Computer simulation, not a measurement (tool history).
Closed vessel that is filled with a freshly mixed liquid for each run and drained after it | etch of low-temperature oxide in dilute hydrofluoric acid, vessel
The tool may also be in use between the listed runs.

| run | hour | temperature setpoint of the liquid (°C) | parts of water to one part of 49 % hydrofluoric acid (parts by volume) | time in the liquid (s) | thickness taken off the low-temperature oxide on a monitor wafer (angstrom) |
|---|---|---|---|---|---|
| 1 | 0.0 | 20.0 | 105 | 115 | 227.13 |
| 2 | 3.7 | 20.0 | 120 | 115 | 194.99 |
| 3 | 6.3 | 21.0 | 120 | 115 | 204.15 |
| 4 | 10.3 | 21.0 | 95 | 115 | 261.84 |
| 5 | 13.1 | 20.0 | 105 | 115 | 223.87 |
| 6 | 17.3 | 23.0 | 105 | 115 | 254.81 |
| 7 | 21.9 | 23.0 | 105 | 115 | 255.56 |

The next listed run, before its measurement:
| 8 | 24.5 | 21.5 | 115 | 115 | ? |

{"run 8": {"thickness taken off the low-temperature oxide on a monitor wafer (angstrom)": 215.87}}

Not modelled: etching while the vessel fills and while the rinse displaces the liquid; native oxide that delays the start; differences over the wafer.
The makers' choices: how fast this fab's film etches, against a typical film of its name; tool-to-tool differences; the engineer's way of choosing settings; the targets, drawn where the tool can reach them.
